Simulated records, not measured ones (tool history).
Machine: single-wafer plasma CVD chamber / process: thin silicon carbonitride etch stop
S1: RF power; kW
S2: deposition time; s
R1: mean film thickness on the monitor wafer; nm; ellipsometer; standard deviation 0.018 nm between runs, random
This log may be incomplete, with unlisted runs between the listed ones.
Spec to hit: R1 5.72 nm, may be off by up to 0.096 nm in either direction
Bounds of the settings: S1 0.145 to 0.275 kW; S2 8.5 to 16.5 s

Run 1, hour 0: S1 0.21 kW, S2 12.5 s. Result: R1 7.5227 nm.
Run 2, hour 4.8: S1 0.21 kW, S2 13.8 s. Result: R1 8.2447 nm.
Run 3, hour 9: S1 0.21 kW, S2 12.4 s. Result: R1 7.4596 nm.
Run 4, hour 17.4: S1 0.21 kW, S2 10.7 s. Result: R1 6.4342 nm.
Run 5, hour 23: S1 0.205 kW, S2 10.6 s. Result: R1 6.3367 nm.
Run 6, hour 25.9: S1 0.205 kW, S2 12.3 s. Result: R1 7.3044 nm.
At hour 34.4: thermocouple changed; heater temperature recalibrated.
Run 7, hour 34.4: S1 0.2 kW, S2 12.1 s. Result: R1 7.188 nm.
Run 8, hour 43.3: S1 0.2 kW, S2 12.1 s. Result: R1 7.1509 nm.
Run 9, hour 48.5: S1 0.195 kW, S2 11.9 s. Result: R1 6.9616 nm.
Run 10, hour 52.1: S1 0.19 kW, S2 11.7 s. Result: R1 6.7807 nm.
Run 11, hour 55.8: S1 0.185 kW, S2 11.6 s. Result: R1 6.664 nm.
Run 12, hour 58.5: S1 0.18 kW, S2 11.5 s. Result: R1 6.5269 nm.
Run 13, hour 60.3: S1 0.175 kW, S2 11.4 s. Result: R1 6.4038 nm.
Run 14, hour 65.2: S1 0.17 kW, S2 11.3 s. Result: R1 6.3019 nm.
Run 15, hour 66.3: S1 0.17 kW, S2 11.2 s. Result: R1 6.2123 nm.
Run 16, hour 70.4: S1 0.17 kW, S2 11.1 s. Result: R1 6.1737 nm.
Run 17, hour 76.5: S1 0.155 kW, S2 10.9 s. Result: R1 5.835 nm.

5 candidate next runs follow, results not yet known. Just one meets every target within its allowed miss. Identify it.
Run A, hour 82.6: S1 0.19 kW, S2 10.5 s. Result: R1 ?.
Run B, hour 82.6: S1 0.16 kW, S2 11 s. Result: R1 ?.
Run C, hour 82.6: S1 0.15 kW, S2 10.8 s. Result: R1 ?.
Run D, hour 82.6: S1 0.155 kW, S2 11.3 s. Result: R1 ?.
Run E, hour 82.6: S1 0.145 kW, S2 11.4 s. Result: R1 ?.

move      R1
   A  6.0648
   B   5.951
   C  5.6961
   D  6.0377
   E  5.9315
A: misses by more than the last run did
B: misses by more than the last run did
C: meets every target
D: misses by more than the last run did
E: misses by more than the last run did
Go with C: it meets all targets.

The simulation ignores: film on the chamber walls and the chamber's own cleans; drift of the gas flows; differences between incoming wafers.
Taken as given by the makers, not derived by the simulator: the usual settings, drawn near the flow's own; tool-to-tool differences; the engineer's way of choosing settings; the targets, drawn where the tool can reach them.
